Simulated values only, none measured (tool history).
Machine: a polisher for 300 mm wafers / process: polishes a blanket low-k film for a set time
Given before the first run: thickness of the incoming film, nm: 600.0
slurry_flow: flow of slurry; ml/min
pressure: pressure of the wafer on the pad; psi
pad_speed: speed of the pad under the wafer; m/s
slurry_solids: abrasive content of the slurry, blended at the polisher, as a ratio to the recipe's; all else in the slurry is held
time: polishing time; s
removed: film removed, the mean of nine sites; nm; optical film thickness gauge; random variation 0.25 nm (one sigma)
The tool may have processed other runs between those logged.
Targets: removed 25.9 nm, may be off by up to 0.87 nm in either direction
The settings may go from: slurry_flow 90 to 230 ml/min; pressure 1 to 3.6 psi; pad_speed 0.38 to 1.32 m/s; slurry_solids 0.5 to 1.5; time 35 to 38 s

run 1 day=0 | slurry_flow=150 pressure=2.3 pad_speed=0.84 slurry_solids=1 time=38 | removed=13.489
run 2 day=0.058 | slurry_flow=150 pressure=2.5 pad_speed=0.84 slurry_solids=1 time=38 | removed=14.473
run 3 day=0.371 | slurry_flow=155 pressure=2.9 pad_speed=0.88 slurry_solids=1 time=38 | removed=17.627
run 4 day=0.658 | slurry_flow=175 pressure=2.9 pad_speed=0.88 slurry_solids=1 time=38 | removed=17.765
run 5 day=0.758 | slurry_flow=175 pressure=3.1 pad_speed=0.92 slurry_solids=1 time=38 | removed=19.745
run 6 day=0.783 | slurry_flow=175 pressure=3.1 pad_speed=0.92 slurry_solids=1 time=35 | removed=18.414
run 7 day=1.021 | slurry_flow=175 pressure=3.3 pad_speed=0.98 slurry_solids=1 time=35 | removed=20.444
run 8 day=1.354 | slurry_flow=190 pressure=3.6 pad_speed=1.14 slurry_solids=1 time=35 | removed=24.931

Which single option among these 5 for the next run brings every result within its allowed miss of target? Just one does.
run A day=1.688 | slurry_flow=230 pressure=3.3 pad_speed=1.22 slurry_solids=1 time=37 | removed=?
run B day=1.688 | slurry_flow=195 pressure=3.5 pad_speed=0.98 slurry_solids=1.25 time=35 | removed=?
run C day=1.688 | slurry_flow=140 pressure=3.4 pad_speed=1.32 slurry_solids=0.8 time=37 | removed=?
run D day=1.688 | slurry_flow=195 pressure=3.6 pad_speed=1.2 slurry_solids=1.05 time=37 | removed=?
run E day=1.688 | slurry_flow=200 pressure=3.5 pad_speed=1.04 slurry_solids=1.05 time=37 | removed=?

move=A removed=26.044
move=B removed=23.63
move=C removed=24.011
move=D removed=27.938
move=E removed=24.539
A: each result inside its tolerance
B: further off than the last run
C: further off than the last run
D: the result that was furthest off in the last run now lies on the other side of its target
E: further off than the last run
So the answer is move A, the one that meets all the targets.
